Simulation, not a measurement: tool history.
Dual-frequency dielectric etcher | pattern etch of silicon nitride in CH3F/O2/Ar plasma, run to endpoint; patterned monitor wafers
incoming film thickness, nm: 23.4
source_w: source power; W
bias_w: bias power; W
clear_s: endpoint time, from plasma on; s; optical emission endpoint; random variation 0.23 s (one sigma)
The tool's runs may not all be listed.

run	hour	source_w	bias_w	clear_s
1	0.0	400	67	32.370
2	8.1	450	67	31.409
3	12.7	450	62	31.714
4	18.0	420	62	32.624
5	19.0	390	59	33.995
6	25.9	370	57	34.570
7	32.5	350	55	35.484
8	37.2	340	54	35.623

The next listed run, before its measurement:
9	43.2	330	52	?

{"run 9": {"clear_s": 36.401}}

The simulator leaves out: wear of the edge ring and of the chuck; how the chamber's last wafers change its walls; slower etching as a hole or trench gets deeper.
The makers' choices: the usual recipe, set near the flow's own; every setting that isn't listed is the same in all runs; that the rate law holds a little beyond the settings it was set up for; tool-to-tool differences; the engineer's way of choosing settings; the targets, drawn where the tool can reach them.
